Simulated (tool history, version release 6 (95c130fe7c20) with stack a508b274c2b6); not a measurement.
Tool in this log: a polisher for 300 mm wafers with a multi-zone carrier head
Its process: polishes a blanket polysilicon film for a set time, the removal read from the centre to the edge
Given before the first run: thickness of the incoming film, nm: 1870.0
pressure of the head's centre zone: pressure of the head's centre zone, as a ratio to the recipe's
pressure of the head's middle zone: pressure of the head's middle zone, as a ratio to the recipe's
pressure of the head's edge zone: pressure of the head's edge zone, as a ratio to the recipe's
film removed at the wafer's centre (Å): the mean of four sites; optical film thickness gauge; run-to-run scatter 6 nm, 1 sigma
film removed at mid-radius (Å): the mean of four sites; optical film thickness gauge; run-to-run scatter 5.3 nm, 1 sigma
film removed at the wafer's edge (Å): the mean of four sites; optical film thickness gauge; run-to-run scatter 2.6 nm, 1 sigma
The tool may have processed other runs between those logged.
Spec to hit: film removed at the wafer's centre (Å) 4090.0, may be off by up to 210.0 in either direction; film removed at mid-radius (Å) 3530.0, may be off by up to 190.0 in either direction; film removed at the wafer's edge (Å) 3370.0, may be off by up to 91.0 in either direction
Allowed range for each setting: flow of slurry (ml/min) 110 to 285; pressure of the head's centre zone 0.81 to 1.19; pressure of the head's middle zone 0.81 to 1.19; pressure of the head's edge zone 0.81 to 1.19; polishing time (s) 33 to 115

run,hour,flow of slurry (ml/min),pressure of the head's centre zone,pressure of the head's middle zone,pressure of the head's edge zone,polishing time (s),film removed at the wafer's centre (Å),film removed at mid-radius (Å),film removed at the wafer's edge (Å)
1,0.0,180,1.00,1.00,1.00,73,5453.3,5362.1,5377.0
2,6.9,180,1.00,1.00,0.94,73,5382.0,5307.6,5157.6
3,14.5,175,1.02,0.99,0.91,67,5137.5,4802.5,4671.0
4,18.4,170,1.03,0.99,0.89,62,4708.9,4527.7,4289.9
5,19.9,170,1.03,0.99,0.89,79,6064.0,5674.8,5422.3
6,24.8,170,1.04,0.98,0.87,71,5519.2,5231.1,4830.4
7,28.0,165,1.05,0.96,0.87,65,5079.1,4602.1,4397.0
8,29.1,160,1.06,0.95,0.86,61,4680.7,4446.9,4146.6
9,29.8,170,1.08,0.92,0.85,57,4501.2,3911.3,3850.1
10,33.5,170,1.09,0.92,0.84,55,4416.2,3835.3,3680.4
11,39.0,170,1.09,0.92,0.83,54,4320.4,3820.1,3587.7

Which of these 4 next moves meets every target?
A,44.5,210,1.11,0.91,0.84,56,?,?,?
B,44.5,155,1.10,0.92,0.81,52,?,?,?
C,44.5,125,1.08,0.92,0.81,60,?,?,?
D,44.5,165,1.04,0.88,0.84,59,?,?,?

move,film removed at the wafer's centre (Å),film removed at mid-radius (Å),film removed at the wafer's edge (Å)
A,4852.2,3945.8,3796.6
B,4260.5,3535.8,3363.7
C,4642.3,3934.6,3781.4
D,4648.1,3935.1,3904.2
A: moves away from the targets compared with the last run
B: hits every target within its allowed miss
C: moves away from the targets compared with the last run
D: moves away from the targets compared with the last run
So the answer is move B, the one that meets all the targets.
